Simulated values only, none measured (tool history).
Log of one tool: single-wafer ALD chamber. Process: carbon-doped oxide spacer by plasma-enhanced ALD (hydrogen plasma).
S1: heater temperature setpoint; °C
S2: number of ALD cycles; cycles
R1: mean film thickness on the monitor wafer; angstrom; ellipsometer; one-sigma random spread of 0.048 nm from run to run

{"run": 1, "hour": 0.0, "S1": 385, "S2": 334, "R1": 166.37}
{"run": 2, "hour": 3.7, "S1": 374, "S2": 334, "R1": 167}
{"run": 3, "hour": 12.0, "S1": 364, "S2": 334, "R1": 167.05}
{"run": 4, "hour": 17.2, "S1": 364, "S2": 347, "R1": 173.51}
{"run": 5, "hour": 18.2, "S1": 361, "S2": 347, "R1": 173.51}
{"run": 6, "hour": 26.9, "S1": 361, "S2": 358, "R1": 179.03}
{"run": 7, "hour": 32.5, "S1": 361, "S2": 368, "R1": 183.4}
{"run": 8, "hour": 34.4, "S1": 361, "S2": 377, "R1": 188.69}
{"run": 9, "hour": 41.9, "S1": 361, "S2": 384, "R1": 191.64}
{"run": 10, "hour": 45.2, "S1": 361, "S2": 390, "R1": 194.72}
{"run": 11, "hour": 49.8, "S1": 361, "S2": 390, "R1": 194.78}

Forecast run 12:
{"run": 12, "hour": 58.8, "S1": 361, "S2": 395, "R1": "?"}

R1: 197.95 angstrom
